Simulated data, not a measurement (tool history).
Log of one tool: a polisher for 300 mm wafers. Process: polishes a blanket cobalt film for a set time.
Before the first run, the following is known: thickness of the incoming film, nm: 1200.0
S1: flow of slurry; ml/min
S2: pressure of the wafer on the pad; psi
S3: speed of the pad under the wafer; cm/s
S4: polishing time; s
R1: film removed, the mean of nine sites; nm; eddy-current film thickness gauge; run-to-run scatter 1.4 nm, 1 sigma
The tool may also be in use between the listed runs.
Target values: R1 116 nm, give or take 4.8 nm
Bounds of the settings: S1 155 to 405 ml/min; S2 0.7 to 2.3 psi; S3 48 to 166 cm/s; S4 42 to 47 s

Run 1, day 0: S1 260 ml/min, S2 1.5 psi, S3 106 cm/s, S4 47 s. Result: R1 228.91 nm.
Run 2, day 0.342: S1 260 ml/min, S2 1.4 psi, S3 104 cm/s, S4 47 s. Result: R1 209.93 nm.
Run 3, day 0.571: S1 260 ml/min, S2 1.4 psi, S3 104 cm/s, S4 42 s. Result: R1 187.13 nm.
Run 4, day 0.742: S1 260 ml/min, S2 1.4 psi, S3 104 cm/s, S4 42 s. Result: R1 189.6 nm.
Run 5, day 1.012: S1 260 ml/min, S2 1.4 psi, S3 104 cm/s, S4 47 s. Result: R1 210.5 nm.
Run 6, day 1.35: S1 260 ml/min, S2 1.4 psi, S3 124 cm/s, S4 47 s. Result: R1 251.94 nm.
Run 7, day 1.604: S1 260 ml/min, S2 1 psi, S3 94 cm/s, S4 45 s. Result: R1 153.56 nm.
Run 8, day 1.942: S1 260 ml/min, S2 1 psi, S3 92 cm/s, S4 45 s. Result: R1 144.79 nm.
Run 9, day 1.996: S1 260 ml/min, S2 0.8 psi, S3 88 cm/s, S4 45 s. Result: R1 123.45 nm.

Which one of the following 4 next-run settings gets every result inside its allowed miss? There is exactly one.
Run A, day 2.05: S1 300 ml/min, S2 0.7 psi, S3 82 cm/s, S4 42 s. Result: R1 ?.
Run B, day 2.05: S1 300 ml/min, S2 0.9 psi, S3 74 cm/s, S4 46 s. Result: R1 ?.
Run C, day 2.05: S1 230 ml/min, S2 0.7 psi, S3 86 cm/s, S4 42 s. Result: R1 ?.
Run D, day 2.05: S1 185 ml/min, S2 0.7 psi, S3 94 cm/s, S4 46 s. Result: R1 ?.

move      R1
   A  102.16
   B  114.91
   C  104.78
   D  122.73
A: takes the biggest miss from the last run beyond its target
B: all results land within tolerance of their targets
C: takes the biggest miss from the last run beyond its target
D: closes in on the targets versus the last run, not all within tolerance yet
B meets every target.
